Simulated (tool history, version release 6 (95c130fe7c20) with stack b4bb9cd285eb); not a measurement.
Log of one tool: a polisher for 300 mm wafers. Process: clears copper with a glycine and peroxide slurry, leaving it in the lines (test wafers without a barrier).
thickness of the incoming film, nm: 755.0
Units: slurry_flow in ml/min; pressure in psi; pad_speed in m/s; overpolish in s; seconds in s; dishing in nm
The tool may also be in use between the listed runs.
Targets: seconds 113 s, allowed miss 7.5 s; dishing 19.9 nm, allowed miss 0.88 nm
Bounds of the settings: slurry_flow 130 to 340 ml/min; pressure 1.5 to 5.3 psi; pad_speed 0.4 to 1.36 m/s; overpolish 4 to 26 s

run,day,slurry_flow,pressure,pad_speed,overpolish,seconds,dishing
1,0,220,3.4,0.88,13,152.26,41.641
2,0.292,220,3.4,0.88,19,152.83,55.18
3,0.625,185,3.4,0.88,19,156.46,53.29
4,0.888,185,2.8,0.88,19,182.75,47.771
5,1.246,170,2.8,0.94,15,174.84,40.804
6,1.625,160,3.3,0.82,12,170.55,35.4
# day 1.712: worn pad replaced by a new one
7,1.712,150,3.7,0.72,10,162.75,32.722
8,1.821,130,2.7,0.96,4,171.12,13.26
9,1.967,150,3,1.02,4,143.43,15.647

Which of these 5 next moves meets every target?
A,2.112,145,3.3,1.08,4,?,?
B,2.112,135,4.6,0.92,4,?,?
C,2.112,195,2.6,1.28,4,?,?
D,2.112,130,3.2,1.14,4,?,?
E,2.112,140,3.6,1.36,4,?,?

move,seconds,dishing
A,125.91,17.345
B,110.26,19.623
C,126.43,17.219
D,126.6,17.245
E,96.102,22.049
A: nearer than the last run, and not there yet
B: meets every target
C: nearer than the last run, and not there yet
D: nearer than the last run, and not there yet
E: takes the result that was furthest off past its target
The right move is B.
